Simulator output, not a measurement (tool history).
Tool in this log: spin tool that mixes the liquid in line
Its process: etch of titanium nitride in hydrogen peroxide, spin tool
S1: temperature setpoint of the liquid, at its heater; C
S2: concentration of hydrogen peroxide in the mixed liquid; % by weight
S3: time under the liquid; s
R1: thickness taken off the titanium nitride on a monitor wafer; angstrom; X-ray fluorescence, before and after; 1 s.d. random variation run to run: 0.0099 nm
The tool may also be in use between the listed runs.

| run | hour | S1 | S2 | S3 | R1 |
|---|---|---|---|---|---|
| 1 | 0 | 45 | 18.5 | 100 | 38.687 |
| 2 | 6.7 | 43.5 | 18.5 | 100 | 34.425 |
| 3 | 13.5 | 43.5 | 18.5 | 100 | 34.655 |
| 4 | 22.4 | 43.5 | 21.5 | 100 | 35.614 |
| 5 | 25.1 | 43.5 | 21.5 | 100 | 35.564 |
| 6 | 29.8 | 43.5 | 25.5 | 100 | 37.201 |
| 7 | 35.4 | 42.5 | 25.5 | 100 | 34.326 |

What will run 8 give?
| 8 | 41.6 | 38 | 25.5 | 100 | ? |

Run 8 measured R1 24.308 angstrom.

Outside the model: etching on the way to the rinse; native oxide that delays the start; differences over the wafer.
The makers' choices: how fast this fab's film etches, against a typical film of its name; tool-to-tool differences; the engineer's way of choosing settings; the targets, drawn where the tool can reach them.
